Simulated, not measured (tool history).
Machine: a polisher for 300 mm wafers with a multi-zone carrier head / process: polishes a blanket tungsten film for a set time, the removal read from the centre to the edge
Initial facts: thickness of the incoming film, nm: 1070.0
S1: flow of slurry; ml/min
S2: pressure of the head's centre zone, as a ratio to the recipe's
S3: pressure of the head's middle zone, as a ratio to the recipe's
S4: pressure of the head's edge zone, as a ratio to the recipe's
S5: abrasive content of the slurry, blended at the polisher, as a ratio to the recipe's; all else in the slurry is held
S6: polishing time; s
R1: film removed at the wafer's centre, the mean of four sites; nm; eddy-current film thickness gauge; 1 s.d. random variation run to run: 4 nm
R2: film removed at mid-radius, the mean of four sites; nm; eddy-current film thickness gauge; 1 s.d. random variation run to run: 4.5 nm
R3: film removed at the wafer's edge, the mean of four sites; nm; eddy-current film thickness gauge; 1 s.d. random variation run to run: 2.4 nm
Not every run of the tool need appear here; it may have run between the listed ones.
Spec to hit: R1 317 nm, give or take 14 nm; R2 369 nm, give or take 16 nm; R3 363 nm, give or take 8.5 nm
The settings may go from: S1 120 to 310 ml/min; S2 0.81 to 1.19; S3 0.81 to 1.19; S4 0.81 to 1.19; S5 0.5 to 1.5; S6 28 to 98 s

run	hour	S1	S2	S3	S4	S5	S6	R1	R2	R3
1	0	200	1	1	1	1	63	286.74	284.12	278.75
2	7.6	200	1.07	1	1	1	63	301.84	292.61	279.26
3	8.2	205	1.02	1.04	1.06	1.15	64	313.52	322.37	304.22
4	10.5	205	1.02	1.04	1.06	1.35	64	328.04	338.16	323.33
5	18.2	205	1.02	1.04	1.06	1.35	54	276.07	285.64	271.58
6	20.4	205	1.02	1.04	1.06	1.35	42	217.47	220.46	211.21
7	24.9	210	0.99	1.05	1.1	1.4	49	247.66	264.49	255.16
8	28.3	220	0.97	1.06	1.13	1.45	53	266.86	294.71	287.32
# hour 36.9: worn pad replaced by a new one
9	36.9	235	0.96	1.07	1.15	1.45	56	296.5	326.82	320.11

4 next moves are on the table. One of them brings every result within its allowed miss. Which?
A	45.5	240	0.92	1.04	1.13	1.4	64	?	?	?
B	45.5	265	1.18	1.11	1.02	1.25	53	?	?	?
C	45.5	255	0.85	1.12	1.17	1.4	67	?	?	?
D	45.5	250	0.97	0.84	1.19	1.5	64	?	?	?

move	R1	R2	R3
A	318.99	367.46	362.01
B	331.5	310.14	277.11
C	310.99	408.32	387.46
D	345.55	327.16	382.17
A: every result within its allowed miss
B: its largest miss is bigger than the last run's
C: pushes the last run's worst result past its target
D: pushes the last run's worst result past its target
A meets every target.

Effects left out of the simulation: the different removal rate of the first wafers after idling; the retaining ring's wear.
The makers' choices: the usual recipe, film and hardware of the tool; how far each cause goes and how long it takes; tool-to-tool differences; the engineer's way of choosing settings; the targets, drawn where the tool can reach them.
